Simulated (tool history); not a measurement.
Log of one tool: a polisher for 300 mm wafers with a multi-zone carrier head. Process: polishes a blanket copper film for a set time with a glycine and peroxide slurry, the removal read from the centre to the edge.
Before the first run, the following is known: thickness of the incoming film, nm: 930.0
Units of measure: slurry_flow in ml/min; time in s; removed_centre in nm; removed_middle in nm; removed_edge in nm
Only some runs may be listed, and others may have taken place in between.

Run 1, hour 0.0: slurry_flow 180 ml/min, centre_zone 1.00, middle_zone 1.00, edge_zone 1.00, time 46 s. Result: removed_centre 269.81 nm, removed_middle 266.51 nm, removed_edge 258.92 nm.
Run 2, hour 6.7: slurry_flow 220 ml/min, centre_zone 1.00, middle_zone 1.00, edge_zone 1.00, time 46 s. Result: removed_centre 273.62 nm, removed_middle 272.90 nm, removed_edge 262.22 nm.
Run 3, hour 11.0: slurry_flow 220 ml/min, centre_zone 0.99, middle_zone 1.01, edge_zone 1.03, time 47 s. Result: removed_centre 276.83 nm, removed_middle 283.22 nm, removed_edge 273.62 nm.
Run 4, hour 12.7: slurry_flow 220 ml/min, centre_zone 1.05, middle_zone 1.01, edge_zone 1.03, time 47 s. Result: removed_centre 295.51 nm, removed_middle 279.33 nm, removed_edge 281.42 nm.
Run 5, hour 19.9: slurry_flow 220 ml/min, centre_zone 1.05, middle_zone 1.01, edge_zone 1.03, time 40 s. Result: removed_centre 248.55 nm, removed_middle 238.89 nm, removed_edge 233.84 nm.
Run 6, hour 26.9: slurry_flow 240 ml/min, centre_zone 1.05, middle_zone 1.01, edge_zone 1.03, time 40 s. Result: removed_centre 249.46 nm, removed_middle 236.38 nm, removed_edge 233.03 nm.

For run 7, what comes out?
Run 7, hour 30.2: slurry_flow 240 ml/min, centre_zone 1.04, middle_zone 1.03, edge_zone 1.06, time 42 s. Result: removed_centre ?, removed_middle ?, removed_edge ?.

{"run 7": {"removed_centre": 256.99, "removed_middle": 258.03, "removed_edge": 255.17}}
